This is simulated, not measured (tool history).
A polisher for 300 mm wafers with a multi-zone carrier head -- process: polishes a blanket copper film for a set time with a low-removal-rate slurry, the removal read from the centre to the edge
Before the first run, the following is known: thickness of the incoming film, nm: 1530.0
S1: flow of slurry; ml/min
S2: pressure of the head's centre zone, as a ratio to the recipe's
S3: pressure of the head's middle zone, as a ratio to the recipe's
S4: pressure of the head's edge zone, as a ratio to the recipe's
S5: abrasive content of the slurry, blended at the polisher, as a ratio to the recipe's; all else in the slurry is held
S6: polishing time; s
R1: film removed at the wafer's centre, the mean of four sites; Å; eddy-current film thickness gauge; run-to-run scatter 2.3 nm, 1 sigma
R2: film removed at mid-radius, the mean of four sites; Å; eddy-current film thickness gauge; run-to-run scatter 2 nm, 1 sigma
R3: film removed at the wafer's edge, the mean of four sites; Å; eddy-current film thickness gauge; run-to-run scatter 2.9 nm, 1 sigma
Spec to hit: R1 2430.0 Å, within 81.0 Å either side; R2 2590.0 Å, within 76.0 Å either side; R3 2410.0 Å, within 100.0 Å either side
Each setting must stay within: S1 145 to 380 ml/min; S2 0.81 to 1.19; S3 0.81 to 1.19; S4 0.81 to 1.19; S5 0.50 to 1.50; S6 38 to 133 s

run	day	S1	S2	S3	S4	S5	S6	R1	R2	R3
1	0.000	245	1.00	1.00	1.00	1.00	85	1813.8	1899.6	1856.3
2	0.171	245	1.00	1.03	1.00	1.00	85	1848.0	1910.1	1800.2
3	0.412	255	0.99	1.04	1.02	1.15	89	1943.3	2093.2	1981.1
4	0.500	255	0.99	1.04	1.02	1.05	89	1942.4	2040.0	1968.3
5	0.683	265	1.00	1.07	1.04	1.20	91	2007.3	2196.2	2066.4
6	0.746	265	1.00	1.07	1.04	1.40	91	2086.2	2221.3	2101.6
7	0.812	275	1.02	1.10	1.07	1.45	93	2170.8	2358.9	2199.3
8	0.917	285	1.04	1.11	1.09	1.45	94	2273.6	2432.7	2245.5
9	1.100	325	1.06	1.13	1.18	1.50	95	2365.2	2502.4	2455.7

Exactly one of the 4 candidate moves below puts every result within its allowed miss. Which one?
A	1.283	195	1.06	1.13	1.09	1.40	105	?	?	?
B	1.283	305	0.95	1.19	1.19	1.50	98	?	?	?
C	1.283	315	0.99	1.19	1.17	1.50	97	?	?	?
D	1.283	355	0.97	0.95	1.19	1.50	103	?	?	?

move	R1	R2	R3
A	2392.3	2535.5	2393.3
B	2159.4	2634.2	2467.8
C	2236.0	2615.3	2427.0
D	2351.0	2400.0	2628.9
A: every result lands within tolerance
B: the furthest-off result lands on target, but another misses its tolerance
C: the furthest-off result lands on target, but another misses its tolerance
D: its largest miss is bigger than the last run's
A is the move that brings every result within its allowed miss.
